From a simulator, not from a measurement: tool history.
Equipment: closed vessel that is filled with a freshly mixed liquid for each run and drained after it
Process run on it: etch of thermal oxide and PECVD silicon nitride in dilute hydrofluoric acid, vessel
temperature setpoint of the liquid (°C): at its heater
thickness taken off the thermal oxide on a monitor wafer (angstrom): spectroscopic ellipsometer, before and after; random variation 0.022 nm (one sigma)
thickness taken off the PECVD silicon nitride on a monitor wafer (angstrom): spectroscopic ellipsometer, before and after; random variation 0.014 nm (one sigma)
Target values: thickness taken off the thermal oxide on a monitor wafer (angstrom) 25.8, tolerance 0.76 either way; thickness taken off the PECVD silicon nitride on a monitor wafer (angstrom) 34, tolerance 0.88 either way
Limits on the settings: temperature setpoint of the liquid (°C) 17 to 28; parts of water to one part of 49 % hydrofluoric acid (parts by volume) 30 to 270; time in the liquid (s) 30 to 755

run    day  temperature setpoint of the liquid (°C)  parts of water to one part of 49 % hydrofluoric acid (parts by volume)  time in the liquid (s)  thickness taken off the thermal oxide on a monitor wafer (angstrom)  thickness taken off the PECVD silicon nitride on a monitor wafer (angstrom)
  1      0                                       20                                                                     150                     385                                                               94.973                                                                       114.83
  2  0.258                                       20                                                                     150                     460                                                               112.24                                                                       136.77
  3  0.488                                       20                                                                     175                     460                                                                93.53                                                                       117.74
  4  0.717                                       17                                                                     175                     460                                                               84.005                                                                       96.132
  5  0.929                                     20.5                                                                     175                     460                                                                95.28                                                                        120.6
  6  1.196                                       23                                                                     175                     460                                                               105.53                                                                       143.37
  7  1.362                                       23                                                                     175                     460                                                               104.83                                                                       141.77
  8  1.488                                       22                                                                     195                     425                                                               82.621                                                                       111.07
  9   1.85                                     21.5                                                                     210                     380                                                               65.706                                                                       88.802
 10  2.142                                     21.5                                                                     210                     380                                                               66.874                                                                       88.926
 11   2.45                                       21                                                                     220                     335                                                               54.454                                                                       72.813
 12  2.733                                       17                                                                     270                     225                                                               24.325                                                                        31.08
 13  2.754                                       17                                                                     270                     225                                                               23.967                                                                       31.027
 14  2.829                                     17.5                                                                     265                     225                                                               25.269                                                                       32.698

Which of these 4 next moves meets every target?
  A  2.904                                       18                                                                     270                     230                                                                    ?                                                                            ?
  B  2.904                                     19.5                                                                     270                     205                                                                    ?                                                                            ?
  C  2.904                                     21.5                                                                     270                     190                                                                    ?                                                                            ?
  D  2.904                                     21.5                                                                     270                     185                                                                    ?                                                                            ?

move  thickness taken off the thermal oxide on a monitor wafer (angstrom)  thickness taken off the PECVD silicon nitride on a monitor wafer (angstrom)
   A                                                               25.808                                                                        33.72
   B                                                                24.34                                                                       33.128
   C                                                               24.286                                                                       34.883
   D                                                               23.647                                                                       33.965
A: all results land within tolerance of their targets
B: the worst result of the last run now meets its target, but another is out of spec
C: takes the result that was furthest off past its target
D: the worst result of the last run now meets its target, but another is out of spec
So the answer is move A, the one that meets all the targets.
